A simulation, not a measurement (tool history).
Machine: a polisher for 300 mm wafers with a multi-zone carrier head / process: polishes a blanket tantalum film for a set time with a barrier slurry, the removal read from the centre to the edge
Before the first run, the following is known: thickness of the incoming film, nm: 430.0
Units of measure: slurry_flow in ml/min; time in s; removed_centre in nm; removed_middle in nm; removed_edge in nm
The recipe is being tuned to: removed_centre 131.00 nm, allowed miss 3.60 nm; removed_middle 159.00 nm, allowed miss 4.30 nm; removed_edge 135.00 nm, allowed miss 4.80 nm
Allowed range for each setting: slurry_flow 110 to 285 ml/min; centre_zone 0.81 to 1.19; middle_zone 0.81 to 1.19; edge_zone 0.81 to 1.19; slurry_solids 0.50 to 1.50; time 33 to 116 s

run	hour	slurry_flow	centre_zone	middle_zone	edge_zone	slurry_solids	time	removed_centre	removed_middle	removed_edge
1	0.0	180	1.00	1.00	1.00	1.00	74	120.28	123.00	122.53
2	5.2	180	1.00	1.00	1.08	1.00	74	120.96	125.26	127.75
3	7.3	180	1.00	1.00	1.11	1.00	74	121.86	124.53	127.34
4	13.8	180	1.06	1.00	1.11	1.00	74	127.79	125.02	127.45
5	21.2	180	1.06	1.00	1.11	1.00	61	105.00	104.03	104.88
6	26.8	210	1.06	1.00	1.11	1.00	61	107.89	104.95	105.97
7	28.9	185	1.01	1.10	1.09	1.25	72	128.78	141.04	132.97
8	32.7	195	1.00	1.12	1.07	1.25	72	128.00	147.90	132.21
9	38.1	205	1.00	1.13	1.07	1.25	72	129.23	148.22	132.98

Which one of the following 4 next-run settings gets every result inside its allowed miss? There is exactly one.
A	43.5	180	0.90	1.19	1.05	1.30	77	?	?	?
B	43.5	245	0.95	1.15	1.01	1.20	75	?	?	?
C	43.5	200	0.94	1.19	1.05	1.30	72	?	?	?
D	43.5	250	1.04	1.11	1.01	1.30	69	?	?	?

move	removed_centre	removed_middle	removed_edge
A	124.83	161.46	139.97
B	130.20	155.18	134.67
C	123.29	153.15	132.29
D	133.18	141.96	127.06
A: corrects the largest miss of the last run, while another result sits out of spec
B: each result inside its tolerance
C: closer than the last run, but not yet in spec
D: misses by more than the last run did
The move that meets every target is B.
